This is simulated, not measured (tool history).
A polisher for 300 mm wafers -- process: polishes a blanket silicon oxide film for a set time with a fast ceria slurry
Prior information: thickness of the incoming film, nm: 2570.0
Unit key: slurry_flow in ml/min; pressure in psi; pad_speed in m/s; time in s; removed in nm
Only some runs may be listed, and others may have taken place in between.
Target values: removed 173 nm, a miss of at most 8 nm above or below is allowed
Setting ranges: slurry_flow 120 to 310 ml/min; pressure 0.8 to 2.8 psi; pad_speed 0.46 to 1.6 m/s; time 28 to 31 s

run	hour	slurry_flow	pressure	pad_speed	time	removed
1	0	200	1.8	1.02	31	259.9
2	2.3	220	1.8	1.02	31	263.79
3	5.2	220	1.6	1.02	31	237.79
4	13.1	220	1.6	1.22	31	272.21
5	20.4	220	1.4	1.2	31	236.52
6	26.3	220	1.3	1.2	31	226.96
7	30.6	220	1.2	1.2	31	204.57
8	36.8	215	1.1	1.2	31	185.44
9	41.1	210	1.1	1.2	31	190.44

Which one of the following 4 next-run settings gets every result inside its allowed miss? There is exactly one.
A	45.4	205	1.2	1.38	31	?
B	45.4	210	1.1	1.42	30	?
C	45.4	265	1.1	1.28	31	?
D	45.4	200	0.9	1.4	30	?

move	removed
A	229.78
B	210.71
C	203.46
D	170.92
A: moves away from the targets compared with the last run
B: moves away from the targets compared with the last run
C: moves away from the targets compared with the last run
D: every result within its allowed miss
D is the move that brings every result within its allowed miss.

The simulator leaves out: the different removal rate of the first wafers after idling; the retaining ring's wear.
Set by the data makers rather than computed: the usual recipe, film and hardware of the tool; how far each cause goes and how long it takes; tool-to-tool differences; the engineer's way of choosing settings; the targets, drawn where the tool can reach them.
